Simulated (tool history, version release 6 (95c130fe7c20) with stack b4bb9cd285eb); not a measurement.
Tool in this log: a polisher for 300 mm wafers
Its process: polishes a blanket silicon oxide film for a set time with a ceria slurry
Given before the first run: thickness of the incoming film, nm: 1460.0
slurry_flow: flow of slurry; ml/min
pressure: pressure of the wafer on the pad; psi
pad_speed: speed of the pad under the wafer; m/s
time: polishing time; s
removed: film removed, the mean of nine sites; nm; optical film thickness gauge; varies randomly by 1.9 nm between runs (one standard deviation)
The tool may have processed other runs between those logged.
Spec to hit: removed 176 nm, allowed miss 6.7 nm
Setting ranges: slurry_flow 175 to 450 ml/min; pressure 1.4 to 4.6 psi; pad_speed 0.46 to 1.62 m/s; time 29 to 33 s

Run 1, hour 0: slurry_flow 290 ml/min, pressure 3 psi, pad_speed 1.04 m/s, time 33 s. Result: removed 121.41 nm.
Run 2, hour 6: slurry_flow 230 ml/min, pressure 3 psi, pad_speed 1.04 m/s, time 33 s. Result: removed 115.27 nm.
Run 3, hour 8.2: slurry_flow 250 ml/min, pressure 3.3 psi, pad_speed 1.04 m/s, time 33 s. Result: removed 130.59 nm.
Run 4, hour 16.6: slurry_flow 265 ml/min, pressure 3.5 psi, pad_speed 1.04 m/s, time 33 s. Result: removed 139.58 nm.
Run 5, hour 22.5: slurry_flow 265 ml/min, pressure 3.5 psi, pad_speed 0.82 m/s, time 33 s. Result: removed 109.84 nm.
Run 6, hour 25.1: slurry_flow 275 ml/min, pressure 3.8 psi, pad_speed 0.84 m/s, time 33 s. Result: removed 120.78 nm.
Run 7, hour 28: slurry_flow 280 ml/min, pressure 4 psi, pad_speed 0.88 m/s, time 33 s. Result: removed 135.96 nm.
Run 8, hour 29: slurry_flow 285 ml/min, pressure 4.1 psi, pad_speed 0.9 m/s, time 33 s. Result: removed 146.56 nm.
Run 9, hour 36: slurry_flow 285 ml/min, pressure 4.1 psi, pad_speed 0.9 m/s, time 33 s. Result: removed 140.99 nm.
Run 10, hour 37.5: slurry_flow 285 ml/min, pressure 4.2 psi, pad_speed 0.92 m/s, time 33 s. Result: removed 150.11 nm.
Run 11, hour 45.8: slurry_flow 285 ml/min, pressure 4.3 psi, pad_speed 0.92 m/s, time 33 s. Result: removed 151.59 nm.
Run 12, hour 54.2: slurry_flow 290 ml/min, pressure 4.4 psi, pad_speed 0.94 m/s, time 33 s. Result: removed 160.71 nm.
Run 13, hour 57.1: slurry_flow 295 ml/min, pressure 4.5 psi, pad_speed 0.96 m/s, time 33 s. Result: removed 162.78 nm.

Exactly one of the 5 candidate moves below puts every result within its allowed miss. Which one?
Run A, hour 60: slurry_flow 360 ml/min, pressure 4.4 psi, pad_speed 0.92 m/s, time 33 s. Result: removed ?.
Run B, hour 60: slurry_flow 240 ml/min, pressure 4.6 psi, pad_speed 1.02 m/s, time 33 s. Result: removed ?.
Run C, hour 60: slurry_flow 390 ml/min, pressure 4.6 psi, pad_speed 0.9 m/s, time 31 s. Result: removed ?.
Run D, hour 60: slurry_flow 270 ml/min, pressure 4.6 psi, pad_speed 0.98 m/s, time 29 s. Result: removed ?.
Run E, hour 60: slurry_flow 245 ml/min, pressure 4.6 psi, pad_speed 0.92 m/s, time 33 s. Result: removed ?.

move  removed
   A   165.49
   B   177.98
   C   160.66
   D    154.1
   E   161.77
A: nearer the targets than the last run, but a result is still out of spec
B: in spec on every target
C: further off than the last run
D: further off than the last run
E: further off than the last run
Go with B: it meets all targets.
